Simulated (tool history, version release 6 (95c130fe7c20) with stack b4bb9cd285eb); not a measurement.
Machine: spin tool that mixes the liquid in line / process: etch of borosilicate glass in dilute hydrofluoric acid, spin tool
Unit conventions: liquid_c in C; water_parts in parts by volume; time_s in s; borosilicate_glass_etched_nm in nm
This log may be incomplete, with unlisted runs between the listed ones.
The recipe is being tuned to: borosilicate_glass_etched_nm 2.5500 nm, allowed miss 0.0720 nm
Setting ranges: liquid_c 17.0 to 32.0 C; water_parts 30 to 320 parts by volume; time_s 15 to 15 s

run  hour  liquid_c  water_parts  time_s  borosilicate_glass_etched_nm
  1   0.0      24.0          175      15                        1.8530
  2   3.5      24.0          175      15                        1.8547
  3  12.0      24.0          175      15                        1.8394
  4  14.0      24.0          115      15                        3.0191
  5  22.5      22.5          115      15                        2.8747
  6  30.9      21.5          115      15                        2.6866
  7  31.6      21.0          115      15                        2.6871
  8  33.3      20.5          115      15                        2.6740

Which of these 4 next moves meets every target?
  A  35.0      22.5          115      15                             ?
  B  35.0      17.0          110      15                             ?
  C  35.0      24.0          120      15                             ?
  D  35.0      17.0          105      15                             ?

move  borosilicate_glass_etched_nm
   A                        2.8527
   B                        2.3954
   C                        2.8832
   D                        2.5224
A: its largest miss is bigger than the last run's
B: pushes the last run's worst result past its target
C: its largest miss is bigger than the last run's
D: all results land within tolerance of their targets
Answer: D
